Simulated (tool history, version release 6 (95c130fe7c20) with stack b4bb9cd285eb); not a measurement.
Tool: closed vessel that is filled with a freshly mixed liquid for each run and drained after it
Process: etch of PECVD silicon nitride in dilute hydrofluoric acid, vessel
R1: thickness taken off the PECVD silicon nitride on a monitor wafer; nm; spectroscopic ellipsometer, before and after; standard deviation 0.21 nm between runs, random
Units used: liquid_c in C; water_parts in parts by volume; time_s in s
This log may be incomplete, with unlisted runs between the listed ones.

Run 1, hour 0: liquid_c 22 C, water_parts 65 parts by volume, time_s 550 s. Result: R1 41.574 nm.
Run 2, hour 5.1: liquid_c 20 C, water_parts 65 parts by volume, time_s 550 s. Result: R1 36.165 nm.
Run 3, hour 7.7: liquid_c 20 C, water_parts 85 parts by volume, time_s 550 s. Result: R1 27.327 nm.
Run 4, hour 14.9: liquid_c 20 C, water_parts 85 parts by volume, time_s 550 s. Result: R1 27.626 nm.
Run 5, hour 15.5: liquid_c 20 C, water_parts 85 parts by volume, time_s 550 s. Result: R1 27.541 nm.
Run 6, hour 16.9: liquid_c 20 C, water_parts 65 parts by volume, time_s 550 s. Result: R1 35.75 nm.
Run 7, hour 18.7: liquid_c 19 C, water_parts 65 parts by volume, time_s 550 s. Result: R1 33.518 nm.

Expected results for the next run?
Run 8, hour 25.8: liquid_c 18.5 C, water_parts 65 parts by volume, time_s 550 s. Result: R1 ?.

{"run 8": {"R1": 32.413}}
